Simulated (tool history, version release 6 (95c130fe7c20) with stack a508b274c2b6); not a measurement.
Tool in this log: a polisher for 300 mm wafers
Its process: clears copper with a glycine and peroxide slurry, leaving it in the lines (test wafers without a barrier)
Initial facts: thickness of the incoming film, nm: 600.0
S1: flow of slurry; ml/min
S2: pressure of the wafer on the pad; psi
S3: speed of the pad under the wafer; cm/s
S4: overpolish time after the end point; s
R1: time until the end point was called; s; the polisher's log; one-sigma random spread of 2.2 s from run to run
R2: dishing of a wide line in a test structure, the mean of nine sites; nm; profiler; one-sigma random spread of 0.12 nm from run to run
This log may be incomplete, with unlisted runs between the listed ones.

run,hour,S1,S2,S3,S4,R1,R2
1,0,305,3.3,86,8,135.03,10.256
2,1.6,295,3.2,88,7,137.12,9.5129
3,3.5,295,3.7,88,7,125.53,9.9879
4,10.6,295,3.7,106,7,110.35,10.134
5,11.5,295,3.7,106,4,112.68,8.2513
6,14.7,295,3.7,106,2,111.97,6.0179

Run 7 comes next. What will it give?
7,17.7,210,2.7,108,2,?,?

R1: 133.53 s
R2: 5.1523 nm
